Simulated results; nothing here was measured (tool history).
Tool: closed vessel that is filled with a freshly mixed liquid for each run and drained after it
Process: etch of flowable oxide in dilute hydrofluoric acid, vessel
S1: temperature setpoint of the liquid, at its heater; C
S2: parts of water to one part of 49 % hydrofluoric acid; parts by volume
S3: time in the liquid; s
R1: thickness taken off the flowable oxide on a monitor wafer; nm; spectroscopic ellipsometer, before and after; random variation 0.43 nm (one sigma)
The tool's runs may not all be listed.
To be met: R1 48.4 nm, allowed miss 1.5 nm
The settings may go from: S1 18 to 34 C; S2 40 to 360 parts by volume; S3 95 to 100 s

run    day    S1   S2   S3      R1
  1      0    26  200   95  21.191
  2  0.267    26  200  100  22.377
  3  0.542    26  175  100  26.044
  4  0.733    26  175  100  26.089
  5  0.792  23.5  175  100   23.63
  6   0.85  25.5  160  100  28.186
  7  1.125  27.5  150  100  33.448
  8  1.204    29  145  100  36.364
  9  1.567    33  120  100  52.285
 10  1.817  32.5  120  100  51.252
 11  2.088    32  120  100  50.619
 12  2.333  31.5  120  100  49.373

Which of these 4 next moves meets every target?
  A  2.579    31  115   95   ?
  B  2.579    34  140  100   ?
  C  2.579  31.5  115  100   ?
  D  2.579  30.5  110  100   ?

move      R1
   A  49.154
   B  45.646
   C  52.696
   D  53.482
A: meets every target
B: takes the result that was furthest off past its target
C: further off than the last run
D: further off than the last run
The right move is A.
